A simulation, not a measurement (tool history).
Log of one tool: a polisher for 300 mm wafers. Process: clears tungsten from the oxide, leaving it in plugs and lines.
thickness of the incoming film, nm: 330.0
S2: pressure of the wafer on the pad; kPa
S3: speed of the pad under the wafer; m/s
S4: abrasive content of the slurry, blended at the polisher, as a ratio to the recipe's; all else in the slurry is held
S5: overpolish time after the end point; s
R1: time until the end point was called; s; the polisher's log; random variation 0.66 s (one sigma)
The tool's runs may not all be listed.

{"run": 1, "hour": 0.0, "flow of slurry (ml/min)": 195, "S2": 29.6, "S3": 1.1, "S4": 1.0, "S5": 8, "R1": 50.954}
{"run": 2, "hour": 0.9, "flow of slurry (ml/min)": 195, "S2": 28.3, "S3": 1.1, "S4": 1.0, "S5": 8, "R1": 52.067}
{"run": 3, "hour": 9.9, "flow of slurry (ml/min)": 195, "S2": 28.3, "S3": 1.32, "S4": 1.0, "S5": 8, "R1": 43.799}
{"run": 4, "hour": 16.0, "flow of slurry (ml/min)": 195, "S2": 28.3, "S3": 1.18, "S4": 1.0, "S5": 8, "R1": 49.662}
{"run": 5, "hour": 17.5, "flow of slurry (ml/min)": 195, "S2": 28.3, "S3": 1.18, "S4": 0.8, "S5": 8, "R1": 53.124}
{"run": 6, "hour": 19.7, "flow of slurry (ml/min)": 195, "S2": 28.3, "S3": 1.18, "S4": 1.0, "S5": 8, "R1": 50.235}

Forecast run 7:
{"run": 7, "hour": 25.9, "flow of slurry (ml/min)": 195, "S2": 26.9, "S3": 1.18, "S4": 1.0, "S5": 8, "R1": "?"}

Run 7 gave R1 52.716 s.
